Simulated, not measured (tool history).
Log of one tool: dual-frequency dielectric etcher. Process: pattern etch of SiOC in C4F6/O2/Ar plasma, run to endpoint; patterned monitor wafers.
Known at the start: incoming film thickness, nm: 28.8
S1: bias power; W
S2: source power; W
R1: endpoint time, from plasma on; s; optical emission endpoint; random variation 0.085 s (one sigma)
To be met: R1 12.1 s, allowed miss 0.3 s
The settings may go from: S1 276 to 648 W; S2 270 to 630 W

run	hour	S1	S2	R1
1	0	462	450	9.0459
2	9	426	420	9.7427
3	16.7	426	500	9.2636
4	21.5	492	500	8.5342
5	22.7	417	500	9.3451
6	24	366	500	10.182
7	26.6	276	440	12.736
8	30.2	314	440	11.568

Which of these 4 next moves meets every target?
A	33.8	307	410	?
B	33.8	276	440	?
C	33.8	290	580	?
D	33.8	293	350	?

move	R1
A	12.101
B	12.877
C	11.395
D	13.096
A: meets every target
B: takes the result that was furthest off past its target
C: further off than the last run
D: takes the result that was furthest off past its target
Answer: A

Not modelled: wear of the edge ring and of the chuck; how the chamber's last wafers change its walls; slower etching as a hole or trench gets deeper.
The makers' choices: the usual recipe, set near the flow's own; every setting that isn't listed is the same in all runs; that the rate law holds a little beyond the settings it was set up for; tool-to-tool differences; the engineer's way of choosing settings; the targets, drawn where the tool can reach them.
